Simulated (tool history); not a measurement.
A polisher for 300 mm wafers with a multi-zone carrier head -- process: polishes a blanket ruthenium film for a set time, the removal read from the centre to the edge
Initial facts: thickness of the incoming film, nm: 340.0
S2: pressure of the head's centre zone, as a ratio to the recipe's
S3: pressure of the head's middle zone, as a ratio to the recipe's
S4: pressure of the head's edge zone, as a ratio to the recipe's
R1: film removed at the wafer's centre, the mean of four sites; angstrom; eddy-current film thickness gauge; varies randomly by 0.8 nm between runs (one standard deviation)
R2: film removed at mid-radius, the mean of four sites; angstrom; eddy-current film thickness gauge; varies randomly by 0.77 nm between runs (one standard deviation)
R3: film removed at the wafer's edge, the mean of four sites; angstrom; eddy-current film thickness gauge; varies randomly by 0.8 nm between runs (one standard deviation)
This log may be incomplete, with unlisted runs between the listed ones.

run 1 day=0.000 | flow_of_slurry_(ml/min)=280 S2=1.00 S3=1.00 S4=1.00 polishing_time_(s)=48 | R1=660.06 R2=643.37 R3=640.74
run 2 day=0.288 | flow_of_slurry_(ml/min)=310 S2=1.00 S3=1.00 S4=1.00 polishing_time_(s)=48 | R1=673.40 R2=653.71 R3=636.59
run 3 day=0.658 | flow_of_slurry_(ml/min)=310 S2=1.00 S3=1.00 S4=1.06 polishing_time_(s)=48 | R1=674.29 R2=652.31 R3=657.58
run 4 day=0.792 | flow_of_slurry_(ml/min)=305 S2=1.03 S3=1.00 S4=1.08 polishing_time_(s)=50 | R1=716.58 R2=676.00 R3=684.63
run 5 day=0.892 | flow_of_slurry_(ml/min)=305 S2=1.05 S3=0.99 S4=1.09 polishing_time_(s)=52 | R1=753.32 R2=708.29 R3=721.00
run 6 day=1.154 | flow_of_slurry_(ml/min)=305 S2=1.05 S3=1.05 S4=1.09 polishing_time_(s)=52 | R1=753.70 R2=730.34 R3=732.24

Run 7 is up next; what results do you expect?
run 7 day=1.342 | flow_of_slurry_(ml/min)=310 S2=1.08 S3=1.04 S4=1.11 polishing_time_(s)=52 | R1=? R2=? R3=?

{"run 7": {"R1": 774.85, "R2": 713.69, "R3": 725.93}}
